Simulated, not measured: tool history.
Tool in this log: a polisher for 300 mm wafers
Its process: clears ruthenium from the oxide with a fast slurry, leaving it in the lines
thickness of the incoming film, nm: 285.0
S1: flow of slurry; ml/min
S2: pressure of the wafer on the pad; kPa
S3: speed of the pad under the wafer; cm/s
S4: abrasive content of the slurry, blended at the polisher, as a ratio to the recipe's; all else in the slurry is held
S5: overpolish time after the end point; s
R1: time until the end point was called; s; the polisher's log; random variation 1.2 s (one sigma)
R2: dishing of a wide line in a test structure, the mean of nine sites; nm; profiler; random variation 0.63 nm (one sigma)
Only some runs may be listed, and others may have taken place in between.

run 1 hour=0 | S1=295 S2=13.1 S3=98 S4=1 S5=19 | R1=86.894 R2=49.463
run 2 hour=7.5 | S1=295 S2=13.1 S3=86 S4=1 S5=19 | R1=98.592 R2=42.892
run 3 hour=15.6 | S1=295 S2=15.2 S3=86 S4=1 S5=19 | R1=87.465 R2=48.544
run 4 hour=19 | S1=295 S2=13.8 S3=86 S4=1 S5=18 | R1=93.972 R2=41.58
run 5 hour=21.7 | S1=295 S2=13.8 S3=86 S4=1 S5=25 | R1=93.649 R2=55.634
run 6 hour=30.3 | S1=255 S2=13.8 S3=86 S4=1 S5=25 | R1=95.857 R2=56.919
run 7 hour=32.4 | S1=270 S2=13.1 S3=86 S4=1 S5=22 | R1=100.98 R2=48.612

Run 8 has not been measured yet. What should we expect?
run 8 hour=39 | S1=290 S2=12.4 S3=86 S4=1 S5=20 | R1=? R2=?

Run 8 produced R1 103.44 s, R2 42.204 nm.

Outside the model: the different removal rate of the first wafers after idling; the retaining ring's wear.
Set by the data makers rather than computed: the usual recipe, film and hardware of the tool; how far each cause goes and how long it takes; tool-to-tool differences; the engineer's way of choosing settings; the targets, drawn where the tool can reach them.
